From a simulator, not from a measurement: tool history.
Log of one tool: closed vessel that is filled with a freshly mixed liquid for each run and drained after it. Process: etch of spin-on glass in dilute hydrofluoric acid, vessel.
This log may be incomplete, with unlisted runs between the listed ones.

run,hour,temperature setpoint of the liquid (°C),parts of water to one part of 49 % hydrofluoric acid (parts by volume),time in the liquid (s),thickness taken off the spin-on glass on a monitor wafer (angstrom)
1,0.0,21.0,145,35,71.767
2,7.4,22.0,145,35,75.794
3,8.6,18.5,145,35,65.208
4,14.1,17.0,145,35,62.438
5,15.5,17.0,145,35,60.931
6,19.1,17.0,185,35,46.693
7,24.7,18.5,175,35,53.375
8,29.4,22.5,125,35,89.699
9,34.8,23.0,125,35,94.057

The next listed run, before its measurement:
10,40.8,23.5,125,35,?

thickness taken off the spin-on glass on a monitor wafer (angstrom): 95.706
